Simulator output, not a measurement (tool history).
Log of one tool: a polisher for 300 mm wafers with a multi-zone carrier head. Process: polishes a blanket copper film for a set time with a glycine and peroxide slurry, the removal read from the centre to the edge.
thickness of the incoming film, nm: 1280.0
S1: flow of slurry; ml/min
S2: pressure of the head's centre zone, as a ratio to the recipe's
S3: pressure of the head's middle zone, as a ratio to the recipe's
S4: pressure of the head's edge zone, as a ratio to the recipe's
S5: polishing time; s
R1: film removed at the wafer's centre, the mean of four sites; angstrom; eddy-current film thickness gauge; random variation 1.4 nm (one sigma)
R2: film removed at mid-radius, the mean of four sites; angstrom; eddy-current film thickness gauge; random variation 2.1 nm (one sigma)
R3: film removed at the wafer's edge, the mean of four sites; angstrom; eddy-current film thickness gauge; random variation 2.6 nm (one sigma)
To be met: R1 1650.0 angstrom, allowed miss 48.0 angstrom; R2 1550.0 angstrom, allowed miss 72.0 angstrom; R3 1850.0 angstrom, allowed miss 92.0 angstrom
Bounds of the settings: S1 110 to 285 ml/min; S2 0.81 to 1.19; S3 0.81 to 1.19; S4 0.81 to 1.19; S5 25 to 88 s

run,hour,S1,S2,S3,S4,S5,R1,R2,R3
1,0.0,180,1.00,1.00,1.00,56,2383.8,2471.0,2482.1
2,3.6,180,1.00,1.00,1.00,67,2900.3,2996.7,2900.8
3,5.7,175,0.99,0.97,0.99,62,2644.4,2679.3,2671.4
4,7.0,210,0.99,0.97,0.99,62,2698.9,2766.8,2766.4
5,13.8,200,0.98,0.94,0.99,58,2476.0,2493.6,2612.4
6,14.4,190,0.97,0.92,0.98,55,2285.0,2370.4,2367.3
7,16.2,185,0.98,0.90,1.01,51,2152.8,2044.4,2194.3
8,22.1,175,0.96,0.88,1.03,50,2040.4,1998.8,2221.1
9,25.6,155,0.96,0.81,1.02,37,1489.9,1315.2,1598.3
10,26.2,165,0.96,0.82,1.03,37,1494.8,1387.2,1590.1
11,29.3,165,0.96,0.82,1.05,38,1534.8,1422.4,1736.1

5 next moves are on the table. One of them brings every result within its allowed miss. Which?
A,32.4,195,0.99,0.83,0.99,36,?,?,?
B,32.4,190,0.95,0.90,0.97,43,?,?,?
C,32.4,195,0.89,0.84,1.09,39,?,?,?
D,32.4,175,0.99,0.87,1.13,39,?,?,?
E,32.4,155,1.13,0.81,1.02,38,?,?,?

move,R1,R2,R3
A,1551.9,1396.9,1602.3
B,1770.6,1776.5,1887.6
C,1510.2,1528.8,1819.8
D,1647.1,1543.6,1827.4
E,1784.4,1384.2,1663.8
A: further off than the last run
B: takes the result that was furthest off past its target
C: further off than the last run
D: meets every target
E: takes the result that was furthest off past its target
Move D is the one to make.

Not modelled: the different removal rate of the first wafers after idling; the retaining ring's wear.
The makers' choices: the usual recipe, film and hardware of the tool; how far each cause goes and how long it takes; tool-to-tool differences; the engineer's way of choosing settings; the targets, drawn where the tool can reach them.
